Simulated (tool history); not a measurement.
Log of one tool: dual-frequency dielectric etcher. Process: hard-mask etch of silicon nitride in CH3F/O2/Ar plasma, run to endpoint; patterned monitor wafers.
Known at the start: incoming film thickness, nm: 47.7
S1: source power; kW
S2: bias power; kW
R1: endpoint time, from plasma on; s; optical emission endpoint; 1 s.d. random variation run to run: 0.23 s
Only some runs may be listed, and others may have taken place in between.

run 1 hour=0.0 | S1=0.320 S2=0.054 | R1=83.047
run 2 hour=4.8 | S1=0.320 S2=0.047 | R1=89.834
run 3 hour=8.1 | S1=0.290 S2=0.047 | R1=92.962
run 4 hour=11.9 | S1=0.310 S2=0.049 | R1=88.891
run 5 hour=12.7 | S1=0.280 S2=0.049 | R1=91.615
run 6 hour=14.4 | S1=0.240 S2=0.049 | R1=97.070
run 7 hour=18.8 | S1=0.270 S2=0.051 | R1=91.216
run 8 hour=25.5 | S1=0.290 S2=0.053 | R1=87.538
run 9 hour=30.6 | S1=0.310 S2=0.054 | R1=84.082
run 10 hour=35.6 | S1=0.330 S2=0.055 | R1=81.920
run 11 hour=43.2 | S1=0.340 S2=0.056 | R1=80.124
run 12 hour=48.9 | S1=0.350 S2=0.057 | R1=78.762
run 13 hour=50.5 | S1=0.360 S2=0.058 | R1=77.199

Run 14 has not been measured yet. What should we expect?
run 14 hour=53.6 | S1=0.370 S2=0.058 | R1=?

{"run 14": {"R1": 76.453}}
